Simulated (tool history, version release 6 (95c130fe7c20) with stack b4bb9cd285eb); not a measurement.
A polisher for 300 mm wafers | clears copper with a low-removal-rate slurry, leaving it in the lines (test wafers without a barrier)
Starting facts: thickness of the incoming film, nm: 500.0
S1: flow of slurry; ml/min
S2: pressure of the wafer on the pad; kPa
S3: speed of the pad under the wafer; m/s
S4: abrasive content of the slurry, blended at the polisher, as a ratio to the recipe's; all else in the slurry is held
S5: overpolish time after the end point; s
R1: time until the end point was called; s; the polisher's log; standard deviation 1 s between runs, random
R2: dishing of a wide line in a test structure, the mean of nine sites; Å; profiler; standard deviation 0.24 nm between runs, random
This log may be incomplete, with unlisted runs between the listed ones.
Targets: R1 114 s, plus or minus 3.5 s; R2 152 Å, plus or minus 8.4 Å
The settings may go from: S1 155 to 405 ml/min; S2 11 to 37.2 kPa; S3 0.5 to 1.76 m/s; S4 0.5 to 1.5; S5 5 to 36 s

run,hour,S1,S2,S3,S4,S5,R1,R2
1,0,260,24.1,1.12,1,18,113.27,494.47
2,6.4,260,24.1,1.28,1,18,99.755,554.22
3,12.2,260,19.3,1.28,1,18,114.22,475.27
4,13.6,260,19.3,1.28,1.1,18,112.9,487.62
5,18.8,260,24.1,1.28,1.1,18,97.515,548.94
6,24,260,24.1,1.28,1.2,18,94.265,574.52
7,31.1,270,22.1,1.34,1.05,16,98.738,477.67
8,31.8,340,15.2,1.66,0.8,7,104.07,225.02
9,36.7,405,11,1.76,0.55,5,120.86,142.37

Which of these 4 next moves meets every target?
A,41.6,370,11,1.64,0.6,5,?,?
B,41.6,400,11.7,1.74,0.5,5,?,?
C,41.6,395,15.9,1.42,0.85,5,?,?
D,41.6,405,11,1.68,0.6,5,?,?

move,R1,R2
A,126.51,133.27
B,119.95,140.27
C,113.56,148.23
D,122.8,137.1
A: the biggest miss grows against the last run
B: closer than the last run, but not yet in spec
C: hits every target within its allowed miss
D: the biggest miss grows against the last run
Move C is the one to make.
